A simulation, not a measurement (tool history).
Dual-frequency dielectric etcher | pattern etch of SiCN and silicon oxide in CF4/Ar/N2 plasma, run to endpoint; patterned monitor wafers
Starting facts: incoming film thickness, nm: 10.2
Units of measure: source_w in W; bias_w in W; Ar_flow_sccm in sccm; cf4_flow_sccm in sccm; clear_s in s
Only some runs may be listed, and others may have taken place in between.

run 1 day=0 | source_w=310 bias_w=89 Ar_flow_sccm=126 cf4_flow_sccm=65 | clear_s=16.664
run 2 day=0.192 | source_w=310 bias_w=89 Ar_flow_sccm=126 cf4_flow_sccm=59 | clear_s=16.819
run 3 day=0.379 | source_w=310 bias_w=102 Ar_flow_sccm=126 cf4_flow_sccm=59 | clear_s=16.161
run 4 day=0.5 | source_w=310 bias_w=93 Ar_flow_sccm=126 cf4_flow_sccm=59 | clear_s=16.704
run 5 day=0.858 | source_w=320 bias_w=93 Ar_flow_sccm=126 cf4_flow_sccm=59 | clear_s=16.108
run 6 day=0.992 | source_w=290 bias_w=93 Ar_flow_sccm=126 cf4_flow_sccm=59 | clear_s=17.897
run 7 day=1.275 | source_w=300 bias_w=93 Ar_flow_sccm=126 cf4_flow_sccm=59 | clear_s=17.275
run 8 day=1.633 | source_w=310 bias_w=93 Ar_flow_sccm=126 cf4_flow_sccm=59 | clear_s=16.665

Run 9 has not been measured yet. What should we expect?
run 9 day=2 | source_w=320 bias_w=93 Ar_flow_sccm=126 cf4_flow_sccm=59 | clear_s=?

{"run 9": {"clear_s": 16.21}}
